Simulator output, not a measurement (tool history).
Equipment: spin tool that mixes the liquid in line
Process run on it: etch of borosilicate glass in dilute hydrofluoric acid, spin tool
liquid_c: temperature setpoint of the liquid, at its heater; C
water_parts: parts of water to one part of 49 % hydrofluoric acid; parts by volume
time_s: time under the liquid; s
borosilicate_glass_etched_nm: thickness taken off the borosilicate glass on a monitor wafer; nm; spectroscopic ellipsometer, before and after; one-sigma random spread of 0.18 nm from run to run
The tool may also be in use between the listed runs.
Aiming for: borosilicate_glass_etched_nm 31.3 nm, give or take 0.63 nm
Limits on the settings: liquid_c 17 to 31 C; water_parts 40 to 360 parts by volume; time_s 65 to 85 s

{"run": 1, "hour": 0.0, "liquid_c": 23, "water_parts": 200, "time_s": 85, "borosilicate_glass_etched_nm": 11.284}
{"run": 2, "hour": 6.2, "liquid_c": 24.5, "water_parts": 200, "time_s": 85, "borosilicate_glass_etched_nm": 11.984}
{"run": 3, "hour": 12.0, "liquid_c": 26, "water_parts": 170, "time_s": 85, "borosilicate_glass_etched_nm": 15.334}
{"run": 4, "hour": 17.9, "liquid_c": 22.5, "water_parts": 170, "time_s": 85, "borosilicate_glass_etched_nm": 13.512}
{"run": 5, "hour": 20.5, "liquid_c": 19, "water_parts": 170, "time_s": 85, "borosilicate_glass_etched_nm": 11.798}
{"run": 6, "hour": 29.4, "liquid_c": 19, "water_parts": 205, "time_s": 85, "borosilicate_glass_etched_nm": 9.4157}
{"run": 7, "hour": 37.5, "liquid_c": 22, "water_parts": 175, "time_s": 85, "borosilicate_glass_etched_nm": 12.83}
{"hour": 44.8, "done": "thermometer replaced"}
{"run": 8, "hour": 44.8, "liquid_c": 24.5, "water_parts": 150, "time_s": 85, "borosilicate_glass_etched_nm": 18.304}
{"run": 9, "hour": 50.6, "liquid_c": 28.5, "water_parts": 130, "time_s": 85, "borosilicate_glass_etched_nm": 24.714}
{"run": 10, "hour": 54.3, "liquid_c": 29, "water_parts": 125, "time_s": 85, "borosilicate_glass_etched_nm": 26.644}
{"run": 11, "hour": 56.9, "liquid_c": 29.5, "water_parts": 125, "time_s": 85, "borosilicate_glass_etched_nm": 27.174}

Below are 4 possible settings for the next run. Only one of them brings all results inside the allowed miss of their targets. Which is it?
{"run": "A", "hour": 59.5, "liquid_c": 31, "water_parts": 105, "time_s": 80, "borosilicate_glass_etched_nm": "?"}
{"run": "B", "hour": 59.5, "liquid_c": 29.5, "water_parts": 140, "time_s": 80, "borosilicate_glass_etched_nm": "?"}
{"run": "C", "hour": 59.5, "liquid_c": 31, "water_parts": 115, "time_s": 85, "borosilicate_glass_etched_nm": "?"}
{"run": "D", "hour": 59.5, "liquid_c": 31, "water_parts": 110, "time_s": 85, "borosilicate_glass_etched_nm": "?"}

move=A borosilicate_glass_etched_nm=32.865
move=B borosilicate_glass_etched_nm=22.234
move=C borosilicate_glass_etched_nm=31.432
move=D borosilicate_glass_etched_nm=33.095
A: pushes the last run's worst result past its target
B: further off than the last run
C: every result within its allowed miss
D: pushes the last run's worst result past its target
Go with C: it meets all targets.

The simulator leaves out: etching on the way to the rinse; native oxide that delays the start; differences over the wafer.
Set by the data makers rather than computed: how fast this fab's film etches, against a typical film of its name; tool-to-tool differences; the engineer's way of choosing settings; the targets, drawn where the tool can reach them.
